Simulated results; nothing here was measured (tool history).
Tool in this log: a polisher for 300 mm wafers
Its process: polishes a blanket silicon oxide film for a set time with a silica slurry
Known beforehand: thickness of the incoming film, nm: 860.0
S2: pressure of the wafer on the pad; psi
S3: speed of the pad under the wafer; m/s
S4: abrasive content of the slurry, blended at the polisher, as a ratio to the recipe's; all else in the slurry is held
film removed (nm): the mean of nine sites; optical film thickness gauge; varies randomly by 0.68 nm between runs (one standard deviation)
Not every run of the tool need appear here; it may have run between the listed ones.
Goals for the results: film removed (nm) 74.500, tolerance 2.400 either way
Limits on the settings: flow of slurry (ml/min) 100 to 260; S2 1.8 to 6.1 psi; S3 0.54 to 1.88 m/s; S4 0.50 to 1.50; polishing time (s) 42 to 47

{"run": 1, "hour": 0.0, "flow of slurry (ml/min)": 165, "S2": 3.9, "S3": 1.2, "S4": 1.0, "polishing time (s)": 47, "film removed (nm)": 93.819}
{"run": 2, "hour": 7.2, "flow of slurry (ml/min)": 165, "S2": 3.3, "S3": 1.2, "S4": 1.0, "polishing time (s)": 47, "film removed (nm)": 81.53}
{"run": 3, "hour": 10.2, "flow of slurry (ml/min)": 165, "S2": 3.3, "S3": 1.2, "S4": 1.1, "polishing time (s)": 47, "film removed (nm)": 87.165}
{"run": 4, "hour": 15.1, "flow of slurry (ml/min)": 165, "S2": 3.3, "S3": 1.2, "S4": 0.9, "polishing time (s)": 47, "film removed (nm)": 78.19}
{"run": 5, "hour": 20.8, "flow of slurry (ml/min)": 165, "S2": 3.3, "S3": 1.44, "S4": 0.9, "polishing time (s)": 47, "film removed (nm)": 87.492}
{"run": 6, "hour": 28.5, "flow of slurry (ml/min)": 160, "S2": 3.1, "S3": 1.44, "S4": 0.9, "polishing time (s)": 47, "film removed (nm)": 83.133}
{"run": 7, "hour": 31.6, "flow of slurry (ml/min)": 155, "S2": 3.0, "S3": 1.44, "S4": 0.9, "polishing time (s)": 47, "film removed (nm)": 80.562}
{"run": 8, "hour": 37.5, "flow of slurry (ml/min)": 150, "S2": 2.9, "S3": 1.44, "S4": 0.9, "polishing time (s)": 47, "film removed (nm)": 76.602}
{"run": 9, "hour": 38.3, "flow of slurry (ml/min)": 145, "S2": 2.9, "S3": 1.44, "S4": 0.9, "polishing time (s)": 47, "film removed (nm)": 76.554}

Which one of the following 5 next-run settings gets every result inside its allowed miss? There is exactly one.
{"run": "A", "hour": 39.1, "flow of slurry (ml/min)": 175, "S2": 3.4, "S3": 1.64, "S4": 0.65, "polishing time (s)": 44, "film removed (nm)": "?"}
{"run": "B", "hour": 39.1, "flow of slurry (ml/min)": 175, "S2": 3.0, "S3": 1.48, "S4": 0.95, "polishing time (s)": 43, "film removed (nm)": "?"}
{"run": "C", "hour": 39.1, "flow of slurry (ml/min)": 170, "S2": 3.0, "S3": 1.38, "S4": 0.95, "polishing time (s)": 46, "film removed (nm)": "?"}
{"run": "D", "hour": 39.1, "flow of slurry (ml/min)": 145, "S2": 3.2, "S3": 1.32, "S4": 0.9, "polishing time (s)": 42, "film removed (nm)": "?"}
{"run": "E", "hour": 39.1, "flow of slurry (ml/min)": 145, "S2": 3.5, "S3": 1.42, "S4": 0.85, "polishing time (s)": 45, "film removed (nm)": "?"}

move=A film_removed_(nm)=75.221
move=B film_removed_(nm)=78.712
move=C film_removed_(nm)=80.274
move=D film_removed_(nm)=70.864
move=E film_removed_(nm)=82.496
A: hits every target within its allowed miss
B: misses by more than the last run did
C: misses by more than the last run did
D: moves the result that the last run missed by most past its target, out the other side
E: misses by more than the last run did
Answer: A
